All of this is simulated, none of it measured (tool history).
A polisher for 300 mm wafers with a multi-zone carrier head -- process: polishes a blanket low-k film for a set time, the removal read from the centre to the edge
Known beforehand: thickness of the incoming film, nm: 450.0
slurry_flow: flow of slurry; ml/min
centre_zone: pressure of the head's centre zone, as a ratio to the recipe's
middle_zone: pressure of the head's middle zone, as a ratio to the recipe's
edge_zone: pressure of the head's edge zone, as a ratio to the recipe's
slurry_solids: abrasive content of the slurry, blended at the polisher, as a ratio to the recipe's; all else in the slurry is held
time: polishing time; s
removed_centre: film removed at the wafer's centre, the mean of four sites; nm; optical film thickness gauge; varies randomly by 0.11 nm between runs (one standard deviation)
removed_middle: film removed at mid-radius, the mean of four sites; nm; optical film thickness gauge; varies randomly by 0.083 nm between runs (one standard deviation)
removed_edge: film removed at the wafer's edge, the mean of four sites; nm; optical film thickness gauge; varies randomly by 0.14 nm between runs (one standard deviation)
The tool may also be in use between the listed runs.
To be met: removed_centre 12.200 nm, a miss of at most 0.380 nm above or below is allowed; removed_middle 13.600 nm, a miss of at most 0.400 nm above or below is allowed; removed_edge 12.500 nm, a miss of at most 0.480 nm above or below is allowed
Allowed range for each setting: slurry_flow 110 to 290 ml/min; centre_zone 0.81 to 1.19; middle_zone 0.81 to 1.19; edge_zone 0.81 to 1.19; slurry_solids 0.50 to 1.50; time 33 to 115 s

run    day  slurry_flow  centre_zone  middle_zone  edge_zone  slurry_solids  time  removed_centre  removed_middle  removed_edge
  1  0.000          185         1.00         1.00       1.00           1.00    73          19.491          19.049        20.089
  2  0.033          185         0.99         1.01       0.98           0.95    72          18.936          18.546        19.115
  3  0.300          185         0.99         1.01       1.05           0.95    72          18.627          18.496        19.535
  4  0.488          185         0.99         1.01       1.05           0.80    72          17.116          17.540        18.222
  5  0.575          185         1.04         1.01       1.05           0.80    72          17.817          17.490        18.128
  6  0.817          185         1.03         1.02       1.04           0.75    71          17.240          16.719        17.931
  7  1.017          195         1.01         1.04       1.01           0.75    69          16.626          16.812        16.804
  8  1.133          200         1.00         1.04       1.00           0.70    68          15.700          15.982        16.085
  9  1.421          205         0.99         1.04       0.99           0.70    67          15.149          15.926        15.868
 10  1.529          205         0.99         1.04       0.97           0.70    66          15.151          15.731        15.539
 11  1.575          205         0.98         1.04       0.96           0.70    65          14.800          15.599        14.819

Which of these 4 next moves meets every target?
  A  1.621          215         1.15         0.89       0.96           0.75    67               ?               ?             ?
  B  1.621          290         0.97         1.11       0.97           0.70    52               ?               ?             ?
  C  1.621          215         1.10         1.04       0.86           0.80    71               ?               ?             ?
  D  1.621          200         1.12         0.99       0.88           0.90    71               ?               ?             ?

move  removed_centre  removed_middle  removed_edge
   A          18.175          14.492        16.309
   B          12.289          13.632        12.630
   C          19.078          18.016        16.945
   D          20.140          17.983        17.865
A: further off than the last run
B: hits every target within its allowed miss
C: further off than the last run
D: further off than the last run
Answer: B
